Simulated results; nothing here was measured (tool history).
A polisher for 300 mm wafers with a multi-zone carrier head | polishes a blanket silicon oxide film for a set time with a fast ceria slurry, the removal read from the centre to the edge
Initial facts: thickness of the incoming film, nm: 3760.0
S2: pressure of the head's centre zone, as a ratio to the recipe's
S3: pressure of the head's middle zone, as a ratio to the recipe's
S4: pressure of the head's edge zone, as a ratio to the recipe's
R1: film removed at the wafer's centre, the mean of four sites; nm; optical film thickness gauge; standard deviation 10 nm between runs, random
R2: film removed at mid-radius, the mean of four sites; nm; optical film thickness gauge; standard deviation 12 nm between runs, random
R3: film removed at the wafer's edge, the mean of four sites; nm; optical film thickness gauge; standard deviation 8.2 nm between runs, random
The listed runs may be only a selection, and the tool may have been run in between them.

run 1 day=0 | flow_of_slurry_(ml/min)=250 S2=1 S3=1 S4=1 polishing_time_(s)=76 | R1=999.98 R2=1005.8 R3=993.82
run 2 day=0.2 | flow_of_slurry_(ml/min)=250 S2=0.93 S3=1 S4=1 polishing_time_(s)=76 | R1=914.28 R2=1031.5 R3=991.25
run 3 day=0.483 | flow_of_slurry_(ml/min)=250 S2=0.93 S3=1 S4=1 polishing_time_(s)=84 | R1=1028.2 R2=1110.7 R3=1088
run 4 day=0.588 | flow_of_slurry_(ml/min)=250 S2=0.93 S3=1 S4=1.09 polishing_time_(s)=84 | R1=1030.6 R2=1146.4 R3=1134.8
run 5 day=0.742 | flow_of_slurry_(ml/min)=290 S2=0.93 S3=1 S4=1.09 polishing_time_(s)=84 | R1=1039.9 R2=1126.9 R3=1143.1
run 6 day=1.012 | flow_of_slurry_(ml/min)=295 S2=0.92 S3=0.97 S4=1.1 polishing_time_(s)=84 | R1=1026.3 R2=1101 R3=1154.1

For run 7, what comes out?
run 7 day=1.212 | flow_of_slurry_(ml/min)=300 S2=0.92 S3=0.95 S4=1.1 polishing_time_(s)=84 | R1=? R2=? R3=?

R1: 1034 nm
R2: 1084.1 nm
R3: 1149.6 nm
